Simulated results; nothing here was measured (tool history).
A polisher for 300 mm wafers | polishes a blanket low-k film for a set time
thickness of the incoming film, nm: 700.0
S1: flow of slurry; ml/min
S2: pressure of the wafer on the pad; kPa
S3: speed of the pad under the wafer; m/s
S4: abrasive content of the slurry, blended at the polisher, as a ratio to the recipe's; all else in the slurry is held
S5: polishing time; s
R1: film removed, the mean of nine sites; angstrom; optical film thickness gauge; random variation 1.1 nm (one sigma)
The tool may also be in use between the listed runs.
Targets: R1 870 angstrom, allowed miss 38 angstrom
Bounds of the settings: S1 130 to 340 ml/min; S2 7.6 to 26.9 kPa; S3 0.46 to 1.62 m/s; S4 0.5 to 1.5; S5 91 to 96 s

{"run": 1, "day": 0.0, "S1": 220, "S2": 17.2, "S3": 1.04, "S4": 1, "S5": 91, "R1": 599.27}
{"run": 2, "day": 0.192, "S1": 270, "S2": 17.2, "S3": 1.04, "S4": 1, "S5": 91, "R1": 606.88}
{"run": 3, "day": 0.325, "S1": 270, "S2": 17.9, "S3": 1.04, "S4": 1, "S5": 91, "R1": 611.8}
{"run": 4, "day": 0.667, "S1": 270, "S2": 17.9, "S3": 1.2, "S4": 1, "S5": 91, "R1": 703.77}
{"run": 5, "day": 0.712, "S1": 270, "S2": 18.6, "S3": 1.2, "S4": 1, "S5": 91, "R1": 724.19}
{"run": 6, "day": 0.833, "S1": 270, "S2": 15.9, "S3": 1.2, "S4": 1, "S5": 91, "R1": 632.71}
{"run": 7, "day": 0.983, "S1": 270, "S2": 16.5, "S3": 1.2, "S4": 1, "S5": 91, "R1": 646.48}
{"run": 8, "day": 1.104, "S1": 270, "S2": 17.2, "S3": 1.2, "S4": 1, "S5": 91, "R1": 679.65}
{"run": 9, "day": 1.225, "S1": 270, "S2": 17.9, "S3": 1.2, "S4": 1, "S5": 91, "R1": 701.15}

5 next moves are on the table. One of them brings every result within its allowed miss. Which?
{"run": "A", "day": 1.346, "S1": 305, "S2": 15.9, "S3": 1.18, "S4": 1.1, "S5": 91, "R1": "?"}
{"run": "B", "day": 1.346, "S1": 275, "S2": 20.7, "S3": 1.26, "S4": 0.9, "S5": 92, "R1": "?"}
{"run": "C", "day": 1.346, "S1": 280, "S2": 22.1, "S3": 1.1, "S4": 0.95, "S5": 93, "R1": "?"}
{"run": "D", "day": 1.346, "S1": 245, "S2": 20.7, "S3": 1.22, "S4": 1, "S5": 96, "R1": "?"}
{"run": "E", "day": 1.346, "S1": 250, "S2": 18.6, "S3": 1.26, "S4": 1, "S5": 93, "R1": "?"}

move=A R1=657.89
move=B R1=815.72
move=C R1=811.09
move=D R1=865.64
move=E R1=778.08
A: further off than the last run
B: nearer than the last run, and not there yet
C: nearer than the last run, and not there yet
D: meets every target
E: nearer than the last run, and not there yet
Move D is the one to make.
